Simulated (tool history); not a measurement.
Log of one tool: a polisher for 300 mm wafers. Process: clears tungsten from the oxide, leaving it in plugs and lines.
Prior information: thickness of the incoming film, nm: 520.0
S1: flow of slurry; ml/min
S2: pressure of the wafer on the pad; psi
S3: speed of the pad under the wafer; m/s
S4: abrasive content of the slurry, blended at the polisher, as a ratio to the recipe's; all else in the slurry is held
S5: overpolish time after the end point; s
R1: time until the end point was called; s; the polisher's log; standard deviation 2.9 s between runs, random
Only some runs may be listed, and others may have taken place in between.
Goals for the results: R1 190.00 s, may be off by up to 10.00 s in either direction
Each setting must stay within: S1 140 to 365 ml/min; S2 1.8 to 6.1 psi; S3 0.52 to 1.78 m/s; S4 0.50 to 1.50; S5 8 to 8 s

{"run": 1, "hour": 0.0, "S1": 235, "S2": 3.9, "S3": 1.14, "S4": 1.0, "S5": 8, "R1": 105.95}
{"run": 2, "hour": 2.3, "S1": 235, "S2": 3.9, "S3": 0.9, "S4": 1.0, "S5": 8, "R1": 124.3}
{"run": 3, "hour": 10.1, "S1": 285, "S2": 3.9, "S3": 0.9, "S4": 1.0, "S5": 8, "R1": 118.97}
{"run": 4, "hour": 10.8, "S1": 280, "S2": 3.7, "S3": 0.9, "S4": 1.0, "S5": 8, "R1": 126.35}
{"run": 5, "hour": 14.6, "S1": 280, "S2": 3.7, "S3": 0.9, "S4": 1.0, "S5": 8, "R1": 125.39}
{"run": 6, "hour": 21.2, "S1": 305, "S2": 3.7, "S3": 0.9, "S4": 1.0, "S5": 8, "R1": 125.56}
{"run": 7, "hour": 23.7, "S1": 305, "S2": 3.5, "S3": 0.9, "S4": 1.0, "S5": 8, "R1": 132.09}
{"run": 8, "hour": 32.2, "S1": 305, "S2": 3.3, "S3": 0.9, "S4": 1.0, "S5": 8, "R1": 136.24}
{"run": 9, "hour": 35.5, "S1": 305, "S2": 3.3, "S3": 0.9, "S4": 1.0, "S5": 8, "R1": 139.31}
{"run": 10, "hour": 36.9, "S1": 305, "S2": 3.2, "S3": 0.9, "S4": 1.0, "S5": 8, "R1": 134.91}
{"run": 11, "hour": 38.6, "S1": 305, "S2": 3.0, "S3": 0.88, "S4": 1.0, "S5": 8, "R1": 150.01}
{"run": 12, "hour": 42.1, "S1": 305, "S2": 2.9, "S3": 0.88, "S4": 1.0, "S5": 8, "R1": 154.11}
{"run": 13, "hour": 48.7, "S1": 305, "S2": 2.8, "S3": 0.88, "S4": 1.0, "S5": 8, "R1": 159.75}
{"run": 14, "hour": 50.2, "S1": 305, "S2": 2.7, "S3": 0.88, "S4": 1.0, "S5": 8, "R1": 159.67}
{"run": 15, "hour": 52.7, "S1": 305, "S2": 2.6, "S3": 0.88, "S4": 1.0, "S5": 8, "R1": 165.82}
{"run": 16, "hour": 61.1, "S1": 305, "S2": 2.5, "S3": 0.88, "S4": 1.0, "S5": 8, "R1": 170.1}
{"run": 17, "hour": 62.1, "S1": 305, "S2": 2.4, "S3": 0.88, "S4": 1.0, "S5": 8, "R1": 177.62}

Next run, 4 choices. One meets every target within its allowed miss, the rest don't. Which?
{"run": "A", "hour": 63.1, "S1": 365, "S2": 2.2, "S3": 1.12, "S4": 1.05, "S5": 8, "R1": "?"}
{"run": "B", "hour": 63.1, "S1": 265, "S2": 2.5, "S3": 0.76, "S4": 1.0, "S5": 8, "R1": "?"}
{"run": "C", "hour": 63.1, "S1": 310, "S2": 2.7, "S3": 0.84, "S4": 0.9, "S5": 8, "R1": "?"}
{"run": "D", "hour": 63.1, "S1": 275, "S2": 3.0, "S3": 0.84, "S4": 0.95, "S5": 8, "R1": "?"}

move=A R1=158.23
move=B R1=185.21
move=C R1=167.85
move=D R1=153.92
A: moves away from the targets compared with the last run
B: each result inside its tolerance
C: moves away from the targets compared with the last run
D: moves away from the targets compared with the last run
The right move is B.
